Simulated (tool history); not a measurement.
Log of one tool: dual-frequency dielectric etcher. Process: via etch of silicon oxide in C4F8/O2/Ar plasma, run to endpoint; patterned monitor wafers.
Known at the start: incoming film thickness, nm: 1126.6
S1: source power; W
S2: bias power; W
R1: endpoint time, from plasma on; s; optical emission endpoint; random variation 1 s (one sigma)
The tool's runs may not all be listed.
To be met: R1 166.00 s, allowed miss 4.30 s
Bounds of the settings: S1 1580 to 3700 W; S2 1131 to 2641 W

Run 1, hour 0.0: S1 2640 W, S2 1886 W. Result: R1 200.82 s.
Run 2, hour 6.7: S1 2330 W, S2 1886 W. Result: R1 213.57 s.
Run 3, hour 12.7: S1 2330 W, S2 2223 W. Result: R1 202.07 s.
Run 4, hour 20.6: S1 2330 W, S2 2030 W. Result: R1 209.82 s.
Run 5, hour 28.1: S1 2590 W, S2 2030 W. Result: R1 201.41 s.
Run 6, hour 30.8: S1 2920 W, S2 2150 W. Result: R1 186.43 s.
Run 7, hour 38.6: S1 3110 W, S2 2196 W. Result: R1 179.13 s.
Run 8, hour 46.9: S1 3230 W, S2 2225 W. Result: R1 174.94 s.
Run 9, hour 55.2: S1 3320 W, S2 2245 W. Result: R1 171.34 s.
Run 10, hour 60.1: S1 3370 W, S2 2257 W. Result: R1 173.33 s.

Which of these 5 next moves meets every target?
Run A, hour 65.0: S1 2850 W, S2 2129 W. Result: R1 ?.
Run B, hour 65.0: S1 3180 W, S2 1967 W. Result: R1 ?.
Run C, hour 65.0: S1 2940 W, S2 2109 W. Result: R1 ?.
Run D, hour 65.0: S1 3620 W, S2 2287 W. Result: R1 ?.
Run E, hour 65.0: S1 3370 W, S2 2140 W. Result: R1 ?.

move      R1
   A  187.63
   B  183.97
   C  185.74
   D  165.25
   E  174.30
A: further off than the last run
B: further off than the last run
C: further off than the last run
D: meets every target
E: further off than the last run
The right move is D.
